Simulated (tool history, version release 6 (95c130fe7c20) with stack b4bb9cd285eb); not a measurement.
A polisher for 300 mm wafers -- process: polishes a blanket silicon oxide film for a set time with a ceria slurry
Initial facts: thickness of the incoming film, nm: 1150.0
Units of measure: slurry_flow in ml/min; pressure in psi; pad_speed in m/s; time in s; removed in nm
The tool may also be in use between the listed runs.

run 1 day=0.000 | slurry_flow=165 pressure=3.9 pad_speed=1.40 time=24 | removed=167.38
run 2 day=0.308 | slurry_flow=170 pressure=4.1 pad_speed=1.40 time=24 | removed=177.80
run 3 day=0.354 | slurry_flow=175 pressure=4.3 pad_speed=1.40 time=24 | removed=184.67
run 4 day=0.546 | slurry_flow=175 pressure=4.3 pad_speed=1.20 time=24 | removed=169.34
run 5 day=0.817 | slurry_flow=175 pressure=5.2 pad_speed=1.20 time=24 | removed=198.69
run 6 day=0.983 | slurry_flow=135 pressure=5.2 pad_speed=1.20 time=24 | removed=193.75
run 7 day=1.050 | slurry_flow=140 pressure=5.3 pad_speed=1.20 time=24 | removed=199.83

The next listed run, before its measurement:
run 8 day=1.258 | slurry_flow=145 pressure=5.4 pad_speed=1.20 time=24 | removed=?

removed: 203.23 nm

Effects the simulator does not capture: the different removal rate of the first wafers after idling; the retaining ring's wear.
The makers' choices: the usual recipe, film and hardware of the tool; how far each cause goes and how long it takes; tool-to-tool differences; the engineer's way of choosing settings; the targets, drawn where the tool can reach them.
